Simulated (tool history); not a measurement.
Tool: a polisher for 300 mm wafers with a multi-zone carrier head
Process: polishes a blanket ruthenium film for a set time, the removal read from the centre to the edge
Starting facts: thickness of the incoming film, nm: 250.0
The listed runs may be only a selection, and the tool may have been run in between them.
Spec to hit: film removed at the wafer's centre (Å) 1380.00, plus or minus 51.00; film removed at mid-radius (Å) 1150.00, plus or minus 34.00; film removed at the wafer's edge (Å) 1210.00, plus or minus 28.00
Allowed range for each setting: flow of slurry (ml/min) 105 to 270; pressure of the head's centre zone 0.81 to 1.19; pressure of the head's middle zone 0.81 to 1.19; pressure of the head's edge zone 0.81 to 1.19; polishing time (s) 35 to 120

run,day,flow of slurry (ml/min),pressure of the head's centre zone,pressure of the head's middle zone,pressure of the head's edge zone,polishing time (s),film removed at the wafer's centre (Å),film removed at mid-radius (Å),film removed at the wafer's edge (Å)
1,0.000,175,1.00,1.00,1.00,77,954.42,942.88,950.50
2,0.079,190,1.05,1.01,1.05,80,1049.90,981.60,1008.50
3,0.404,190,1.05,1.05,1.05,80,1071.50,1021.80,1023.90
4,0.654,225,1.05,1.05,1.05,80,1066.70,1042.30,1023.00
5,0.988,225,0.99,1.05,1.05,80,1024.10,1045.40,1026.70
6,1.079,225,0.99,1.05,1.05,62,794.15,816.46,791.97
7,1.104,225,1.05,1.04,1.07,71,976.25,933.27,920.61
8,1.362,220,1.08,1.04,1.10,76,1048.50,982.14,992.99
9,1.588,220,1.11,1.03,1.10,80,1155.70,1031.70,1043.50

Below are 4 possible settings for the next run. Only one of them brings all results inside the allowed miss of their targets. Which is it?
A,1.812,190,1.19,1.03,1.00,91,?,?,?
B,1.812,225,1.19,1.04,1.07,88,?,?,?
C,1.812,220,1.15,0.99,1.09,93,?,?,?
D,1.812,225,1.19,0.96,1.04,94,?,?,?

move,film removed at the wafer's centre (Å),film removed at mid-radius (Å),film removed at the wafer's edge (Å)
A,1381.90,1145.60,1130.10
B,1373.60,1144.00,1144.50
C,1397.40,1159.10,1217.00
D,1466.50,1146.60,1209.20
A: closes in on the targets versus the last run, not all within tolerance yet
B: closes in on the targets versus the last run, not all within tolerance yet
C: all results land within tolerance of their targets
D: meets the target for the result that was furthest off, but another lies outside its allowed miss
The right move is C.

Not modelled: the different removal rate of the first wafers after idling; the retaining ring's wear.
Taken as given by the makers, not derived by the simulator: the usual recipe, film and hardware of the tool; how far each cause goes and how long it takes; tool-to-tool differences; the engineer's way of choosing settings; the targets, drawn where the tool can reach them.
